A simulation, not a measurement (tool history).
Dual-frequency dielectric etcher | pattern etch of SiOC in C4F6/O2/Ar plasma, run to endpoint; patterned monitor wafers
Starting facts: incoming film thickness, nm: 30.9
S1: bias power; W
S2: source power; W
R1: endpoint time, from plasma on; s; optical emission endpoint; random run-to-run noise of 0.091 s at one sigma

| run | day | S1 | S2 | R1 |
|---|---|---|---|---|
| 1 | 0.000 | 433 | 240 | 12.765 |
| 2 | 0.171 | 433 | 220 | 13.250 |
| 3 | 0.354 | 359 | 220 | 14.248 |
| 4 | 0.571 | 429 | 220 | 13.374 |
| 5 | 0.629 | 419 | 220 | 13.482 |
| 6 | 0.821 | 410 | 220 | 13.418 |
| 7 | 0.908 | 400 | 220 | 13.397 |
| 8 | 1.067 | 389 | 220 | 13.775 |
| 9 | 1.392 | 382 | 220 | 13.737 |
| 10 | 1.625 | 374 | 220 | 13.800 |

Run 11 comes next. What will it give?
| 11 | 1.821 | 367 | 220 | ? |

Run 11 yielded R1 13.848 s.
